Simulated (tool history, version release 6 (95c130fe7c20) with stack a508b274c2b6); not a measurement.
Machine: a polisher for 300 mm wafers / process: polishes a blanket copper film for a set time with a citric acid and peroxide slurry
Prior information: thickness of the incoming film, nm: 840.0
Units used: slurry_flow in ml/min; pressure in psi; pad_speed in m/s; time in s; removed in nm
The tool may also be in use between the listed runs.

run 1 hour=0 | slurry_flow=280 pressure=3.5 pad_speed=0.96 slurry_solids=1 time=63 | removed=152.78
run 2 hour=9 | slurry_flow=280 pressure=3.9 pad_speed=0.96 slurry_solids=1 time=63 | removed=167.61
run 3 hour=17.9 | slurry_flow=280 pressure=3.9 pad_speed=1.14 slurry_solids=1 time=63 | removed=188.06
run 4 hour=22 | slurry_flow=280 pressure=3.9 pad_speed=1.14 slurry_solids=1.2 time=63 | removed=195.9
run 5 hour=29.6 | slurry_flow=275 pressure=3.4 pad_speed=1.14 slurry_solids=1.2 time=63 | removed=176.09
run 6 hour=38.5 | slurry_flow=325 pressure=3.4 pad_speed=1.14 slurry_solids=1.2 time=63 | removed=177.49
run 7 hour=42.2 | slurry_flow=325 pressure=3 pad_speed=1.12 slurry_solids=1.2 time=63 | removed=161.38
run 8 hour=50.5 | slurry_flow=320 pressure=2.7 pad_speed=1.1 slurry_solids=1.2 time=63 | removed=145.25
run 9 hour=54.8 | slurry_flow=315 pressure=2.5 pad_speed=1.1 slurry_solids=1.2 time=63 | removed=139.74

Run 10 comes next. What will it give?
run 10 hour=60.8 | slurry_flow=315 pressure=2.5 pad_speed=1.1 slurry_solids=1.2 time=63 | removed=?

Run 10 measured removed 136.92 nm.
